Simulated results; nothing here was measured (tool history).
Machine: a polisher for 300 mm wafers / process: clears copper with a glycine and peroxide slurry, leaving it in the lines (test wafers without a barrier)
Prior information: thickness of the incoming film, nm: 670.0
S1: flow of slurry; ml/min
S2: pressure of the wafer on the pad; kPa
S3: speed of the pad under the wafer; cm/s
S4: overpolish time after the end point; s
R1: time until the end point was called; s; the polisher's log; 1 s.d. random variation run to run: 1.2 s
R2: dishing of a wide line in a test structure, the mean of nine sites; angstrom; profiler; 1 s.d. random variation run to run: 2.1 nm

run,day,S1,S2,S3,S4,R1,R2
1,0.000,145,22.1,92,19,95.281,853.16
2,0.162,145,22.1,92,21,96.173,901.80
3,0.275,145,22.1,92,23,93.786,1007.50
4,0.650,180,22.1,92,23,92.309,978.48
5,0.846,175,21.4,92,25,94.750,1028.90
6,0.921,170,21.4,92,26,93.983,1027.20
7,1.279,170,20.7,92,28,97.313,1106.50

Forecast run 8:
8,1.429,170,20.7,92,29,?,?

Run 8 gave R1 97.843 s, R2 1126.30 angstrom.

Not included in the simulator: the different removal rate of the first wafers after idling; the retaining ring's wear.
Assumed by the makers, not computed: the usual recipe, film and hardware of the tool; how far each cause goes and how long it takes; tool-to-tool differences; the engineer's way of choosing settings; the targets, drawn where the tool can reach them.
